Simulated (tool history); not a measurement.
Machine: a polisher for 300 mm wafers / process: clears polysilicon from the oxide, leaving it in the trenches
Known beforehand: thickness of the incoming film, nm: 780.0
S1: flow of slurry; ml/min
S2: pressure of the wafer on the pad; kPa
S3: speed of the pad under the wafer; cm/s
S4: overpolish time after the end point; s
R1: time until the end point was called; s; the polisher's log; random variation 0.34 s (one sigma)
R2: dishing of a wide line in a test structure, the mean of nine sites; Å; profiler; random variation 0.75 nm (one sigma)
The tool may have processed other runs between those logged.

run	hour	S1	S2	S3	S4	R1	R2
1	0	215	20	112	9	59.787	392.7
2	5.7	220	22.1	112	7	54.716	387.04
3	7.9	195	22.1	112	7	55.25	376.99
4	13.3	195	22.1	112	4	55.487	304.68
5	14.6	185	23.4	114	4	52.725	325.6
6	22.2	150	23.4	114	4	55.078	322.67
7	30.2	185	24.1	114	4	52.13	332.99
8	37.7	180	24.1	122	4	48.726	328.35
9	39.8	195	24.8	126	4	44.694	322.06
10	46.1	210	24.8	126	4	45.419	341.11
# hour 52.1: slurry nozzle cleaned
11	52.1	190	25.5	130	4	41.342	345.04

Run 12 comes next. What will it give?
12	54.1	185	25.5	132	4	?	?

{"run 12": {"R1": 41.682, "R2": 358.29}}
